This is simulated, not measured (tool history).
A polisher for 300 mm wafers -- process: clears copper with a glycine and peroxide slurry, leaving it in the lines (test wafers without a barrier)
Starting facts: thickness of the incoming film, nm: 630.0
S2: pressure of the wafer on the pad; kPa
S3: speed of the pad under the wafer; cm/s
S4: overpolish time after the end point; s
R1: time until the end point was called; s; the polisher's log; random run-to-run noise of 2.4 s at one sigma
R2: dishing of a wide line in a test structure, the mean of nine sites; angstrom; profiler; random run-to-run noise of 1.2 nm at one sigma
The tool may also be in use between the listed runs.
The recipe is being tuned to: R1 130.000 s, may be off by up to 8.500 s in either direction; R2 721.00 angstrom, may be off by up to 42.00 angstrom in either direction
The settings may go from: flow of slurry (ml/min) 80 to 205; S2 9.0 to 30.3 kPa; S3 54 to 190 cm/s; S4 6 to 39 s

run 1 hour=0.0 | flow_of_slurry_(ml/min)=135 S2=19.3 S3=122 S4=20 | R1=97.621 R2=661.89
run 2 hour=1.9 | flow_of_slurry_(ml/min)=135 S2=17.9 S3=120 S4=22 | R1=104.100 R2=659.18
run 3 hour=10.2 | flow_of_slurry_(ml/min)=135 S2=17.9 S3=120 S4=25 | R1=106.830 R2=737.69
run 4 hour=15.5 | flow_of_slurry_(ml/min)=135 S2=17.9 S3=108 S4=25 | R1=113.030 R2=674.90
run 5 hour=22.0 | flow_of_slurry_(ml/min)=135 S2=17.9 S3=108 S4=19 | R1=109.570 R2=563.27
run 6 hour=29.4 | flow_of_slurry_(ml/min)=135 S2=17.2 S3=108 S4=21 | R1=116.660 R2=606.70
-- hour=36.7 slurry nozzle cleaned
run 7 hour=36.7 | flow_of_slurry_(ml/min)=135 S2=16.5 S3=108 S4=22 | R1=115.420 R2=620.97
run 8 hour=40.5 | flow_of_slurry_(ml/min)=135 S2=15.9 S3=108 S4=23 | R1=116.820 R2=642.58
run 9 hour=48.7 | flow_of_slurry_(ml/min)=135 S2=15.2 S3=108 S4=24 | R1=119.590 R2=643.81

5 candidate next runs follow, results not yet known. Just one meets every target within its allowed miss. Identify it.
run A hour=56.9 | flow_of_slurry_(ml/min)=140 S2=13.1 S3=118 S4=26 | R1=? R2=?
run B hour=56.9 | flow_of_slurry_(ml/min)=175 S2=15.9 S3=118 S4=25 | R1=? R2=?
run C hour=56.9 | flow_of_slurry_(ml/min)=130 S2=13.8 S3=80 S4=28 | R1=? R2=?
run D hour=56.9 | flow_of_slurry_(ml/min)=150 S2=17.2 S3=106 S4=32 | R1=? R2=?
run E hour=56.9 | flow_of_slurry_(ml/min)=105 S2=15.2 S3=108 S4=30 | R1=? R2=?

move=A R1=129.280 R2=637.46
move=B R1=106.450 R2=721.12
move=C R1=150.060 R2=614.95
move=D R1=107.680 R2=844.74
move=E R1=128.530 R2=716.55
A: the biggest miss grows against the last run
B: brings the result that was furthest off to its target, and leaves another outside
C: the biggest miss grows against the last run
D: takes the biggest miss from the last run beyond its target
E: meets every target
Correct choice: E, which meets every target

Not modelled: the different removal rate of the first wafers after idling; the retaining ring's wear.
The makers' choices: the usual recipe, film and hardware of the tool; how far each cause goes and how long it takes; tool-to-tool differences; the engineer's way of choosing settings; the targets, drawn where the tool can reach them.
